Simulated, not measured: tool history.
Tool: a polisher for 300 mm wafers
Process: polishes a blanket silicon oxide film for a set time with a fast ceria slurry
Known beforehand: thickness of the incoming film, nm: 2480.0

| run | hour | flow of slurry (ml/min) | pressure of the wafer on the pad (psi) | speed of the pad under the wafer (cm/s) | polishing time (s) | film removed (Å) |
|---|---|---|---|---|---|---|
| 1 | 0.0 | 185 | 3.5 | 78 | 49 | 7868.4 |
| 2 | 7.6 | 185 | 3.5 | 70 | 49 | 7268.3 |
| 3 | 13.5 | 185 | 3.4 | 70 | 49 | 7056.8 |
| 4 | 17.2 | 185 | 3.8 | 70 | 49 | 7565.9 |
| 5 | 19.4 | 185 | 3.6 | 70 | 49 | 7405.6 |
| 6 | 25.2 | 185 | 3.4 | 70 | 49 | 7073.3 |
| 7 | 32.2 | 185 | 3.3 | 70 | 49 | 6901.1 |
| 8 | 35.5 | 185 | 3.2 | 70 | 49 | 6892.7 |
| 9 | 41.6 | 185 | 3.2 | 70 | 49 | 6682.5 |
| 10 | 49.5 | 185 | 3.1 | 70 | 49 | 6615.9 |
| 11 | 56.0 | 185 | 3.0 | 70 | 49 | 6537.4 |
| 12 | 63.9 | 185 | 2.9 | 70 | 49 | 6273.5 |
| 13 | 70.2 | 185 | 2.8 | 70 | 49 | 6195.1 |
| 14 | 77.4 | 185 | 2.7 | 70 | 49 | 6088.8 |

Run 15 has not been measured yet. What should we expect?
| 15 | 78.7 | 185 | 2.6 | 70 | 49 | ? |

{"run 15": {"film removed (Å)": 5861.6}}
